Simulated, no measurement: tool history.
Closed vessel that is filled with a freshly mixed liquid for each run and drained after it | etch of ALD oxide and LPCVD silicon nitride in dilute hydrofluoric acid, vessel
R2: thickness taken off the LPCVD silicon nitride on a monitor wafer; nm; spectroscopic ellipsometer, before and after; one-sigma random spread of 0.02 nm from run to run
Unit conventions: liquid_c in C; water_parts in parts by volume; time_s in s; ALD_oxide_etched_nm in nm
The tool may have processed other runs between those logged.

Run 1, hour 0: liquid_c 22 C, water_parts 95 parts by volume, time_s 60 s. Result: ALD_oxide_etched_nm 14.96 nm, R2 0.26975 nm.
Run 2, hour 1: liquid_c 21 C, water_parts 105 parts by volume, time_s 60 s. Result: ALD_oxide_etched_nm 12.644 nm, R2 0.24987 nm.
Run 3, hour 7.4: liquid_c 21 C, water_parts 105 parts by volume, time_s 70 s. Result: ALD_oxide_etched_nm 14.924 nm, R2 0.26441 nm.
Run 4, hour 10: liquid_c 21 C, water_parts 135 parts by volume, time_s 70 s. Result: ALD_oxide_etched_nm 11.27 nm, R2 0.1908 nm.
Run 5, hour 18.2: liquid_c 20 C, water_parts 135 parts by volume, time_s 70 s. Result: ALD_oxide_etched_nm 10.691 nm, R2 0.2152 nm.
Run 6, hour 18.7: liquid_c 19.5 C, water_parts 140 parts by volume, time_s 70 s. Result: ALD_oxide_etched_nm 10.025 nm, R2 0.16508 nm.

Forecast run 7:
Run 7, hour 22.7: liquid_c 19 C, water_parts 140 parts by volume, time_s 70 s. Result: ALD_oxide_etched_nm ?, R2 ?.

Run 7 came out at ALD_oxide_etched_nm 9.839 nm, R2 0.1737 nm.
